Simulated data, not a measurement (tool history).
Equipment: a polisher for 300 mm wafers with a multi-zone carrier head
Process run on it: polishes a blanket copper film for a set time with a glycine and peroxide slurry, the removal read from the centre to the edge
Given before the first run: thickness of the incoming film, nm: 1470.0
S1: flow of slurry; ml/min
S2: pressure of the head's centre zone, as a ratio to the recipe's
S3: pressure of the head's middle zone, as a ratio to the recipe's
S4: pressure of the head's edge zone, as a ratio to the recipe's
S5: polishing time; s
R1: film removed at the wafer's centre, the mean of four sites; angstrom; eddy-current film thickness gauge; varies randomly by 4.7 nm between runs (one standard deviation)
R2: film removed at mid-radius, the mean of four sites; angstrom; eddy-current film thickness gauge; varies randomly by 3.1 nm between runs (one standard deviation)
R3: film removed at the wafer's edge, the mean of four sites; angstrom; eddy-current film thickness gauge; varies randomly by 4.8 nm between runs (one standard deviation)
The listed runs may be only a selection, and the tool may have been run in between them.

run,day,S1,S2,S3,S4,S5,R1,R2,R3
1,0.000,270,1.00,1.00,1.00,61,2460.6,2367.9,2442.2
2,0.158,270,1.00,1.00,0.95,61,2353.0,2375.7,2420.5
3,0.529,320,1.00,1.00,0.95,61,2549.5,2392.2,2456.8
4,0.717,320,1.00,1.00,0.95,49,2017.6,1935.1,1984.8
5,1.050,315,0.99,1.00,0.96,53,2125.8,2061.8,2184.3
6,1.412,320,0.99,1.01,0.97,56,2286.0,2235.7,2208.8

Run 7 has not been measured yet. What should we expect?
7,1.483,310,0.99,1.01,0.97,59,?,?,?

R1: 2402.7 angstrom
R2: 2313.0 angstrom
R3: 2383.2 angstrom
